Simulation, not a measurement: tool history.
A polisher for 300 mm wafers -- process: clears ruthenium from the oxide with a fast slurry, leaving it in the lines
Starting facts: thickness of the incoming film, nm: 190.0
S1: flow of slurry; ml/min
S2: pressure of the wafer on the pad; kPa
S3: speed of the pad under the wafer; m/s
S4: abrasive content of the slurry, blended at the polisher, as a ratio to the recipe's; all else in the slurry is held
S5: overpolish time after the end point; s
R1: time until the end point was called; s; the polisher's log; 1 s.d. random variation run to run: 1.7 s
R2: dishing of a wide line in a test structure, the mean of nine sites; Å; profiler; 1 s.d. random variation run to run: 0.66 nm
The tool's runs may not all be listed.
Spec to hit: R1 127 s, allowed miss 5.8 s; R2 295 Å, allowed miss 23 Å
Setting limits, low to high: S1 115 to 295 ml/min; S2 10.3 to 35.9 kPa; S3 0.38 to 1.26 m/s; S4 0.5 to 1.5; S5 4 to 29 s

run    day   S1    S2    S3  S4  S5      R1      R2
  1      0  190  22.8  0.82   1  15   59.89  419.36
  2  0.146  190  22.8   0.9   1  15  53.684  454.76
  3  0.354  190  27.6   0.9   1  15   46.74  538.44
  4  0.654  225  27.6   0.9   1  15  45.566  518.54
  5  0.825  220  22.8  0.78   1  17  60.712  457.08
  6  0.888  220  22.8  0.66   1  17   72.11  397.97
  7  1.246  220  19.3  0.62   1  18  87.098  346.28
  8  1.462  220  16.5  0.62   1  19  97.384  328.43
  9  1.804  220  14.5  0.62   1  20  106.64  305.39
 10  1.912  220  13.1  0.62   1  21  112.75   305.3
 11  2.146  220  12.4  0.62   1  22  119.13  322.47

Next run, 4 choices. One meets every target within its allowed miss, the rest don't. Which?
  A  2.379  215  10.3   0.6  1.15  22   ?   ?
  B  2.379  230  11.7   0.6   1.2  26   ?   ?
  C  2.379  200  11.7   0.7     1  19   ?   ?
  D  2.379  255  10.3  0.84   0.8  17   ?   ?

move      R1      R2
   A  125.48  297.59
   B  112.89  382.72
   C  108.52   297.2
   D  109.43  265.73
A: every result lands within tolerance
B: the biggest miss grows against the last run
C: the biggest miss grows against the last run
D: the biggest miss grows against the last run
Answer: A
